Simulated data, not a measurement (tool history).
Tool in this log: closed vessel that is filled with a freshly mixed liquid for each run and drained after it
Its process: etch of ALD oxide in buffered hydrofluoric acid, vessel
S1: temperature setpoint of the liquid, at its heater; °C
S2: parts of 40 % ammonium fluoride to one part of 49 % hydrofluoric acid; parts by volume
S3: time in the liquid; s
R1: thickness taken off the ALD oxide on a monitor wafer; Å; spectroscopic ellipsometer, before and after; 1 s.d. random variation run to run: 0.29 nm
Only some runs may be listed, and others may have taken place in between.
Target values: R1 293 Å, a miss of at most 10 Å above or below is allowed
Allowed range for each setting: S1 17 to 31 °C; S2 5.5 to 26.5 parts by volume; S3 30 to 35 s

{"run": 1, "day": 0.0, "S1": 23, "S2": 16, "S3": 35, "R1": 439.25}
{"run": 2, "day": 0.221, "S1": 21.5, "S2": 16.5, "S3": 35, "R1": 387.08}
{"run": 3, "day": 0.608, "S1": 21.5, "S2": 14, "S3": 35, "R1": 454.33}
{"run": 4, "day": 0.683, "S1": 21.5, "S2": 14, "S3": 35, "R1": 462}
{"run": 5, "day": 0.983, "S1": 21.5, "S2": 10, "S3": 35, "R1": 625.29}
{"run": 6, "day": 1.367, "S1": 21.5, "S2": 10, "S3": 30, "R1": 550.16}
{"run": 7, "day": 1.75, "S1": 20, "S2": 11.5, "S3": 30, "R1": 443.13}
{"run": 8, "day": 1.967, "S1": 19, "S2": 12.5, "S3": 30, "R1": 379.06}
{"run": 9, "day": 2.042, "S1": 18.5, "S2": 13, "S3": 30, "R1": 354.85}
{"run": 10, "day": 2.362, "S1": 18.5, "S2": 13, "S3": 30, "R1": 353.94}
{"run": 11, "day": 2.488, "S1": 18, "S2": 13.5, "S3": 30, "R1": 333.81}
{"run": 12, "day": 2.738, "S1": 17.5, "S2": 13.5, "S3": 30, "R1": 324.55}
{"run": 13, "day": 2.85, "S1": 17.5, "S2": 14, "S3": 30, "R1": 313.94}

Exercise: of the 4 proposed moves below, exactly one satisfies all targets within the stated allowed misses. Which move is it?
{"run": "A", "day": 2.962, "S1": 17.5, "S2": 19, "S3": 35, "R1": "?"}
{"run": "B", "day": 2.962, "S1": 17, "S2": 14.5, "S3": 30, "R1": "?"}
{"run": "C", "day": 2.962, "S1": 17, "S2": 16, "S3": 30, "R1": "?"}
{"run": "D", "day": 2.962, "S1": 17, "S2": 15.5, "S3": 30, "R1": "?"}

move=A R1=275.51
move=B R1=299.62
move=C R1=271.94
move=D R1=280.58
A: the result that was furthest off in the last run now lies on the other side of its target
B: meets every target
C: the result that was furthest off in the last run now lies on the other side of its target
D: the result that was furthest off in the last run now lies on the other side of its target
Move B is the one to make.

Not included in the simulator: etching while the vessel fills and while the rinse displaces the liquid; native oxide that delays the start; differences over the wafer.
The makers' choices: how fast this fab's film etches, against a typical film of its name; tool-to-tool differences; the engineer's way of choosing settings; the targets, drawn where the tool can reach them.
